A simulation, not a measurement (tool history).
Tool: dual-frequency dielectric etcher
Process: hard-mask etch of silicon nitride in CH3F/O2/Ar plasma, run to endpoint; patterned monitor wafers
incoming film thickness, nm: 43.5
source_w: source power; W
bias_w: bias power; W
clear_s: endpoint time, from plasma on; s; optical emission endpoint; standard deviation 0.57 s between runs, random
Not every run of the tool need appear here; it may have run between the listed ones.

Run 1, hour 0.0: source_w 430 W, bias_w 79 W. Result: clear_s 57.389 s.
Run 2, hour 6.1: source_w 410 W, bias_w 77 W. Result: clear_s 58.966 s.
Run 3, hour 14.3: source_w 390 W, bias_w 75 W. Result: clear_s 60.838 s.
Run 4, hour 18.4: source_w 320 W, bias_w 75 W. Result: clear_s 64.349 s.
Run 5, hour 21.5: source_w 370 W, bias_w 75 W. Result: clear_s 61.703 s.
Run 6, hour 29.0: source_w 410 W, bias_w 75 W. Result: clear_s 59.925 s.
Run 7, hour 36.7: source_w 390 W, bias_w 74 W. Result: clear_s 60.590 s.

Run 8 is up next; what results do you expect?
Run 8, hour 38.9: source_w 300 W, bias_w 58 W. Result: clear_s ?.

Run 8 gave clear_s 71.596 s.
